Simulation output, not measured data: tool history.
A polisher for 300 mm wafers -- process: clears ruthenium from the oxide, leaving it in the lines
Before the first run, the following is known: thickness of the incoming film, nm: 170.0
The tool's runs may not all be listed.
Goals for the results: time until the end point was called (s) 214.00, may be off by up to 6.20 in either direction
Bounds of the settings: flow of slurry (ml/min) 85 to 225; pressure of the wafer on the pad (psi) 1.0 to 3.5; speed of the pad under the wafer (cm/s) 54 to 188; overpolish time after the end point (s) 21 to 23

| run | hour | flow of slurry (ml/min) | pressure of the wafer on the pad (psi) | speed of the pad under the wafer (cm/s) | overpolish time after the end point (s) | time until the end point was called (s) |
|---|---|---|---|---|---|---|
| 1 | 0.0 | 145 | 2.2 | 120 | 21 | 120.87 |
| 2 | 6.5 | 140 | 1.9 | 120 | 21 | 132.72 |
| 3 | 7.6 | 140 | 1.9 | 102 | 21 | 158.50 |
| 4 | 11.4 | 140 | 1.7 | 102 | 21 | 170.50 |
| 5 | 17.3 | 140 | 1.7 | 90 | 21 | 189.84 |
| 6 | 21.0 | 135 | 1.6 | 90 | 21 | 196.71 |
| 7 | 27.4 | 135 | 1.5 | 90 | 21 | 204.16 |
|  | 29.9 | head pressure recalibrated |
| 8 | 29.9 | 130 | 1.4 | 90 | 21 | 233.08 |
| 9 | 30.4 | 135 | 1.4 | 90 | 21 | 228.88 |

Next run, 4 choices. One meets every target within its allowed miss, the rest don't. Which?
| A | 30.9 | 145 | 1.7 | 80 | 23 | ? |
| B | 30.9 | 120 | 2.2 | 74 | 23 | ? |
| C | 30.9 | 145 | 1.1 | 104 | 23 | ? |
| D | 30.9 | 120 | 1.3 | 98 | 23 | ? |

| move | time until the end point was called (s) |
|---|---|
| A | 226.76 |
| B | 213.98 |
| C | 224.46 |
| D | 224.99 |
A: better than the last run, though not everything is in spec
B: hits every target within its allowed miss
C: better than the last run, though not everything is in spec
D: better than the last run, though not everything is in spec
Answer: B

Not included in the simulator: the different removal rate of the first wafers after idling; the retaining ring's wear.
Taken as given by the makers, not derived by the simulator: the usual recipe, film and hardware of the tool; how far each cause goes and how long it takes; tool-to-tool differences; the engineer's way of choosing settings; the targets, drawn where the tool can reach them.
